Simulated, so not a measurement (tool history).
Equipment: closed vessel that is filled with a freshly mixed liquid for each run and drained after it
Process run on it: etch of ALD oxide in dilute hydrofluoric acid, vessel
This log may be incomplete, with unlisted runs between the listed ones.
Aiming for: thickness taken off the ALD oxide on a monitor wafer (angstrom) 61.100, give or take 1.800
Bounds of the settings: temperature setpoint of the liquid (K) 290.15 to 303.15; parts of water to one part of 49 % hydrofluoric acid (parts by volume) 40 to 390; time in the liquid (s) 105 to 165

run,hour,temperature setpoint of the liquid (K),parts of water to one part of 49 % hydrofluoric acid (parts by volume),time in the liquid (s),thickness taken off the ALD oxide on a monitor wafer (angstrom)
1,0.0,295.15,215,165,95.744
2,5.5,295.15,175,165,123.420
3,9.0,295.15,100,165,234.750
4,10.0,295.15,100,165,233.640
5,17.4,293.65,150,165,138.240
6,18.1,296.65,150,165,153.940
7,21.7,295.65,190,165,113.420
8,24.0,294.15,210,165,95.583
9,28.0,293.15,225,165,84.127
10,35.1,292.15,235,165,76.572
11,43.8,291.65,245,165,71.357

Of the 5 settings listed for the next run, only one would bring every result within its allowed miss of target. Which one?
A,52.5,294.15,260,165,?
B,52.5,291.65,230,165,?
C,52.5,292.15,205,165,?
D,52.5,292.15,235,165,?
E,52.5,290.15,255,155,?

move,thickness taken off the ALD oxide on a monitor wafer (angstrom)
A,72.740
B,76.948
C,90.107
D,76.419
E,60.165
A: lands further from the targets than the last run did
B: lands further from the targets than the last run did
C: lands further from the targets than the last run did
D: lands further from the targets than the last run did
E: all results in spec
The move that meets every target is E.

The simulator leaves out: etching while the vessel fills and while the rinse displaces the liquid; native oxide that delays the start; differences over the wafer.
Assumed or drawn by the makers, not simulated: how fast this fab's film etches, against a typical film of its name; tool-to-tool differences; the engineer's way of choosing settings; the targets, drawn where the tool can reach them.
